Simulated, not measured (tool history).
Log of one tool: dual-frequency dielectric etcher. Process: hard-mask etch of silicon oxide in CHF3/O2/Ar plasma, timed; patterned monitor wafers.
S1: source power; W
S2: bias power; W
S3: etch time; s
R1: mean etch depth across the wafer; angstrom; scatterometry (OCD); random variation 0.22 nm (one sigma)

Run 1, hour 0: S1 590 W, S2 228 W, S3 17.5 s. Result: R1 377.7 angstrom.
Run 2, hour 7.4: S1 530 W, S2 216 W, S3 17.5 s. Result: R1 363.24 angstrom.
Run 3, hour 13.2: S1 490 W, S2 199 W, S3 17 s. Result: R1 341.13 angstrom.
Run 4, hour 21.1: S1 460 W, S2 191 W, S3 17 s. Result: R1 331.8 angstrom.
At hour 29.1: wet clean of the chamber.
Run 5, hour 29.1: S1 460 W, S2 168 W, S3 17 s. Result: R1 307.84 angstrom.
Run 6, hour 37.2: S1 460 W, S2 168 W, S3 16 s. Result: R1 285.84 angstrom.
Run 7, hour 41.8: S1 460 W, S2 177 W, S3 16 s. Result: R1 290.53 angstrom.
Run 8, hour 45: S1 490 W, S2 182 W, S3 16 s. Result: R1 298.59 angstrom.
Run 9, hour 46.4: S1 490 W, S2 187 W, S3 16 s. Result: R1 297.43 angstrom.

Forecast run 10:
Run 10, hour 50.2: S1 490 W, S2 193 W, S3 16 s. Result: R1 ?.

R1: 304.31 angstrom

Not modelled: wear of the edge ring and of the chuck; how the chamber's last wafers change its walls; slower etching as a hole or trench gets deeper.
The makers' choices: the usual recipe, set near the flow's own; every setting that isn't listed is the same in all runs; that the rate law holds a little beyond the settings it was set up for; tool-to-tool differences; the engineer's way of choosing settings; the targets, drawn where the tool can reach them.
